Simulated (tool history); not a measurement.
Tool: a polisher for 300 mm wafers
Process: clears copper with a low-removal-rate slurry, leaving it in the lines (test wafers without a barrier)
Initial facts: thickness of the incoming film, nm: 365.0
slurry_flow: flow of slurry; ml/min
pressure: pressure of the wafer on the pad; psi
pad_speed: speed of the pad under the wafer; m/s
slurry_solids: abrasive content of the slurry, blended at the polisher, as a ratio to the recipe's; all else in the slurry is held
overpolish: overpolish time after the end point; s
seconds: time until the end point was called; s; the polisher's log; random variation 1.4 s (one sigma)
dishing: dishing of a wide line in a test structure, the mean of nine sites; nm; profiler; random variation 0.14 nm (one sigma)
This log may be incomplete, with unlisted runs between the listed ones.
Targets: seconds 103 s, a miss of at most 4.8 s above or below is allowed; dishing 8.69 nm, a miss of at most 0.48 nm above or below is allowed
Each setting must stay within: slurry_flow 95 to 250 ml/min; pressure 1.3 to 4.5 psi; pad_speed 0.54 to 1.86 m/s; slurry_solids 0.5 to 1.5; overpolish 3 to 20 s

run	day	slurry_flow	pressure	pad_speed	slurry_solids	overpolish	seconds	dishing
1	0	160	2.9	1.18	1	10	146.95	19.212
2	0.058	165	2.8	1.26	1	8	145.43	16.665
3	0.138	140	2.8	1.26	1	8	151.73	15.556
4	0.208	125	3.2	1.16	1.15	6	146.05	11.957
5	0.308	125	3.2	1.16	1.3	6	142.02	12.428
6	0.667	125	3.2	1.16	1.3	8	140.98	16.233
7	0.767	120	3.6	1.16	1.05	6	134.76	13.058
8	0.967	110	3.9	1.1	1.2	5	135.86	10.756
9	1.146	105	4.1	1.12	1.3	4	125.22	9.4489
10	1.3	100	4.2	1.14	1.35	4	123.59	9.483
# day 1.354: slurry nozzle cleaned
11	1.354	100	4.3	1.18	1.4	4	96.811	12.416
12	1.592	100	4.4	1.14	1.45	4	94.762	12.126
13	1.942	100	4.4	1.08	1.45	4	102.9	11.664
14	2.033	100	4.4	1.08	1.45	4	101.97	11.905

Consider the 5 candidate settings below. Which is the only one whose results all fall within their allowed miss of target?
A	2.125	100	4.1	1.28	1.5	3	?	?
B	2.125	120	4.5	1	1.5	5	?	?
C	2.125	105	4.4	1.18	1.5	3	?	?
D	2.125	115	4.1	1.14	1.3	3	?	?
E	2.125	165	4.5	0.86	1.45	7	?	?

move	seconds	dishing
A	92.556	9.4138
B	102.53	13.949
C	92.457	9.4314
D	102.53	8.5254
E	111.75	17.673
A: nearer the targets than the last run, but a result is still out of spec
B: its largest miss is bigger than the last run's
C: nearer the targets than the last run, but a result is still out of spec
D: all results land within tolerance of their targets
E: its largest miss is bigger than the last run's
Go with D: it meets all targets.
